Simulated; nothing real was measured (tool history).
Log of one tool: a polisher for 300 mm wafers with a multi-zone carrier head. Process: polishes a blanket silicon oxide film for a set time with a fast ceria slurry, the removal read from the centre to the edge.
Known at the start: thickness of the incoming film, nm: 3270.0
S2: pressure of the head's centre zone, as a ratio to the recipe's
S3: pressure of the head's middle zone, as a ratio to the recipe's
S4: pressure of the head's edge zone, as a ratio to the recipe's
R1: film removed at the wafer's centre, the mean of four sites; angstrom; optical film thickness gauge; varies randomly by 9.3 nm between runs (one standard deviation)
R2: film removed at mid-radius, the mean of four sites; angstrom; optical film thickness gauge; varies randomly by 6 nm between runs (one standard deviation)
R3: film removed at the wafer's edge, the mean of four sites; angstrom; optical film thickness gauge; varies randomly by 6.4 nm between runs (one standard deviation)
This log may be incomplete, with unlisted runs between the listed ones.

{"run": 1, "hour": 0.0, "flow of slurry (ml/min)": 135, "S2": 1, "S3": 1, "S4": 1, "polishing time (s)": 61, "R1": 10312, "R2": 10680, "R3": 10249}
{"run": 2, "hour": 2.0, "flow of slurry (ml/min)": 130, "S2": 1.01, "S3": 0.98, "S4": 0.98, "polishing time (s)": 58, "R1": 9928.3, "R2": 9928.7, "R3": 9795.4}
{"run": 3, "hour": 4.1, "flow of slurry (ml/min)": 130, "S2": 1.02, "S3": 0.97, "S4": 0.97, "polishing time (s)": 55, "R1": 9505.5, "R2": 9237.3, "R3": 9068.3}
{"run": 4, "hour": 9.8, "flow of slurry (ml/min)": 130, "S2": 1.02, "S3": 0.97, "S4": 0.97, "polishing time (s)": 41, "R1": 7162, "R2": 6907.5, "R3": 6804.4}
{"run": 5, "hour": 14.3, "flow of slurry (ml/min)": 130, "S2": 1.03, "S3": 0.96, "S4": 0.97, "polishing time (s)": 41, "R1": 7133.7, "R2": 6790.2, "R3": 6794.8}
{"run": 6, "hour": 20.1, "flow of slurry (ml/min)": 130, "S2": 1.04, "S3": 0.96, "S4": 0.97, "polishing time (s)": 41, "R1": 7037.4, "R2": 6702.6, "R3": 6906}

Estimate the outcome of run 7 from the log above:
{"run": 7, "hour": 28.9, "flow of slurry (ml/min)": 130, "S2": 1.05, "S3": 0.96, "S4": 0.95, "polishing time (s)": 41, "R1": "?", "R2": "?", "R3": "?"}

R1: 7205.7 angstrom
R2: 6758.1 angstrom
R3: 6886.3 angstrom
